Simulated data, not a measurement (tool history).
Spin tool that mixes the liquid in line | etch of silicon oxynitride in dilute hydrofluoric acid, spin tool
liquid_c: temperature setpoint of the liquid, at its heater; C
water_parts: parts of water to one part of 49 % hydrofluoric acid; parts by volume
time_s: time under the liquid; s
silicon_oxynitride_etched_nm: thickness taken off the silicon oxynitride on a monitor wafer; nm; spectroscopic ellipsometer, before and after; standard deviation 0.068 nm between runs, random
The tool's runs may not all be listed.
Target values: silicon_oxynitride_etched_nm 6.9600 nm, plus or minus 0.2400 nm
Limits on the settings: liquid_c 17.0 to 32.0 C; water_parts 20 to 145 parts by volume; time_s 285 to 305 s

| run | day | liquid_c | water_parts | time_s | silicon_oxynitride_etched_nm |
|---|---|---|---|---|---|
| 1 | 0.000 | 24.0 | 80 | 285 | 9.5662 |
| 2 | 0.217 | 24.0 | 60 | 285 | 12.8180 |
| 3 | 0.454 | 22.0 | 65 | 285 | 10.8820 |
| 4 | 0.729 | 20.5 | 70 | 285 | 9.2635 |
| 5 | 0.975 | 19.5 | 75 | 285 | 8.0288 |
| 6 | 1.262 | 19.5 | 75 | 285 | 8.1359 |
| 7 | 1.496 | 18.5 | 75 | 285 | 7.8187 |
| 8 | 1.725 | 18.0 | 75 | 285 | 7.4624 |
| 9 | 2.058 | 17.5 | 75 | 285 | 7.4253 |

Pick the move, out of 5, that brings all results within their allowed miss; only one does.
| A | 2.392 | 17.0 | 80 | 295 | ? |
| B | 2.392 | 18.5 | 90 | 295 | ? |
| C | 2.392 | 17.0 | 85 | 295 | ? |
| D | 2.392 | 17.0 | 90 | 305 | ? |
| E | 2.392 | 19.0 | 75 | 285 | ? |

| move | silicon_oxynitride_etched_nm |
|---|---|
| A | 6.9619 |
| B | 6.6284 |
| C | 6.5311 |
| D | 6.3567 |
| E | 7.9612 |
A: every result lands within tolerance
B: carries the result that was furthest off beyond its target, to the other side
C: carries the result that was furthest off beyond its target, to the other side
D: carries the result that was furthest off beyond its target, to the other side
E: lands further from the targets than the last run did
A is the move that brings every result within its allowed miss.

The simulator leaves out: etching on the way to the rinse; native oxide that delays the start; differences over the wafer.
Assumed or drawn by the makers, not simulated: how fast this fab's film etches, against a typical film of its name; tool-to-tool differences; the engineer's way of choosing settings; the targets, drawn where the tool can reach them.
